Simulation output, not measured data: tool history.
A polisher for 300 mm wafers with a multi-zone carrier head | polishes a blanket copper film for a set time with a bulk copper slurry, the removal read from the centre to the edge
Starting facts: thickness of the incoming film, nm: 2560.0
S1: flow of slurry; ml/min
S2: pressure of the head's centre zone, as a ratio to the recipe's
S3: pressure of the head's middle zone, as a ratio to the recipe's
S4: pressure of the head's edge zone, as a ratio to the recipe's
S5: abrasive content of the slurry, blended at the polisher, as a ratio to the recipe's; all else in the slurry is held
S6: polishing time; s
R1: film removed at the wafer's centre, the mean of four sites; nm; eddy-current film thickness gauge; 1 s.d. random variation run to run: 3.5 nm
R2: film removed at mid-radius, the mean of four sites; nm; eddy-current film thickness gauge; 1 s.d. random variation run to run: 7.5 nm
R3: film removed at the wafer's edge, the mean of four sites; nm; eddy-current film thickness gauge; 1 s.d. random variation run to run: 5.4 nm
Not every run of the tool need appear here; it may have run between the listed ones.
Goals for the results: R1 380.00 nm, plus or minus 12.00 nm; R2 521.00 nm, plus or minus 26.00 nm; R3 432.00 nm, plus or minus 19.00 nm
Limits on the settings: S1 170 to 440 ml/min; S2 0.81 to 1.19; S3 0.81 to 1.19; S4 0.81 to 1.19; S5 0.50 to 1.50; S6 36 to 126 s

run  hour   S1    S2    S3    S4    S5  S6      R1      R2      R3
  1   0.0  280  1.00  1.00  1.00  1.00  81  489.77  510.70  493.44
  2   8.3  280  1.00  1.00  1.00  1.00  94  563.37  586.34  553.69
  3  16.2  280  1.00  1.00  1.00  1.00  77  464.72  478.88  460.52
  4  20.3  275  0.95  1.04  0.98  1.00  77  431.82  504.80  456.07
  5  28.1  275  0.95  1.04  0.90  1.00  77  438.78  493.69  437.85
  6  31.2  275  0.95  1.04  0.93  1.00  77  435.53  495.40  435.28
  7  36.5  265  0.92  1.05  0.94  1.00  77  419.11  501.50  444.08
  8  37.9  260  0.90  1.06  0.93  1.00  77  417.32  509.87  443.70
  9  39.4  260  0.88  1.07  0.93  1.00  77  408.79  499.49  442.49
 10  46.0  260  0.86  1.09  0.92  1.00  77  395.78  508.42  437.55

Exercise: of the 4 proposed moves below, exactly one satisfies all targets within the stated allowed misses. Which move is it?
  A  52.6  235  0.81  1.17  0.97  1.05  73   ?   ?   ?
  B  52.6  290  0.86  1.09  0.93  1.05  78   ?   ?   ?
  C  52.6  365  0.90  1.05  1.09  1.50  61   ?   ?   ?
  D  52.6  215  0.81  1.07  0.81  1.20  77   ?   ?   ?

move      R1      R2      R3
   A  350.26  525.02  435.40
   B  408.29  540.87  465.15
   C  381.26  466.21  445.27
   D  379.68  528.30  437.58
A: takes the biggest miss from the last run beyond its target
B: further off than the last run
C: corrects the largest miss of the last run, while another result sits out of spec
D: each result inside its tolerance
Move D is the one to make.
